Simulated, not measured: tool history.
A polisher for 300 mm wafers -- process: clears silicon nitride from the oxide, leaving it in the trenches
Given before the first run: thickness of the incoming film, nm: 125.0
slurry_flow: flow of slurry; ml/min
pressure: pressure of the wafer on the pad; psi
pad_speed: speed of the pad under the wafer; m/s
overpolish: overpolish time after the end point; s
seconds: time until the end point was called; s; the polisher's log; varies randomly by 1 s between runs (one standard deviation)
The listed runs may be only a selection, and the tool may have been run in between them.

run 1 hour=0.0 | slurry_flow=275 pressure=3.1 pad_speed=1.02 overpolish=15 | seconds=121.670
run 2 hour=9.0 | slurry_flow=275 pressure=3.1 pad_speed=1.22 overpolish=15 | seconds=103.130
run 3 hour=15.4 | slurry_flow=275 pressure=3.2 pad_speed=1.22 overpolish=15 | seconds=99.256
run 4 hour=20.3 | slurry_flow=275 pressure=3.3 pad_speed=1.22 overpolish=15 | seconds=95.574
run 5 hour=24.1 | slurry_flow=275 pressure=3.3 pad_speed=1.12 overpolish=15 | seconds=105.010
run 6 hour=25.4 | slurry_flow=275 pressure=3.3 pad_speed=1.12 overpolish=16 | seconds=103.190
run 7 hour=34.1 | slurry_flow=275 pressure=3.4 pad_speed=1.12 overpolish=16 | seconds=103.200
-- hour=38.4 head pressure recalibrated
run 8 hour=38.4 | slurry_flow=275 pressure=4.0 pad_speed=1.14 overpolish=16 | seconds=81.647

Predict the results of run 9:
run 9 hour=47.3 | slurry_flow=275 pressure=3.9 pad_speed=1.14 overpolish=16 | seconds=?

Run 9 came out at seconds 81.744 s.
